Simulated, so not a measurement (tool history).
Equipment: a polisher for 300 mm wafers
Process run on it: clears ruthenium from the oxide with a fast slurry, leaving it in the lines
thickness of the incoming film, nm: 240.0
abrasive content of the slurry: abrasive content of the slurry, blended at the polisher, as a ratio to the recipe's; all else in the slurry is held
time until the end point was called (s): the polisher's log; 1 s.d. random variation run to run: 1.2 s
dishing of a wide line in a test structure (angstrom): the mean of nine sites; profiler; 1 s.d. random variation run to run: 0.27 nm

run  hour  flow of slurry (ml/min)  pressure of the wafer on the pad (kPa)  speed of the pad under the wafer (cm/s)  abrasive content of the slurry  overpolish time after the end point (s)  time until the end point was called (s)  dishing of a wide line in a test structure (angstrom)
  1   0.0                      310                                    11.7                                      102                             1.0                                        8                                  104.150                                                 129.72
  2   3.4                      310                                    13.1                                      102                             1.0                                        8                                   95.799                                                 143.77
  3   8.8                      310                                    14.5                                      104                             1.0                                        8                                   85.618                                                 155.93
  4  12.2                      310                                    14.5                                      104                             1.0                                       11                                   84.028                                                 200.87
  5  13.4                      310                                    14.5                                      104                             1.0                                       14                                   85.612                                                 244.31
  6  18.5                      310                                    15.9                                      104                             1.0                                       14                                   75.909                                                 239.12
  7  20.0                      310                                    16.5                                      100                             1.0                                       13                                   78.583                                                 237.44

Run 8 comes next. What will it give?
  8  25.8                      310                                    17.2                                      102                             1.0                                       11                                        ?                                                      ?

time until the end point was called (s): 73.232
dishing of a wide line in a test structure (angstrom): 222.38
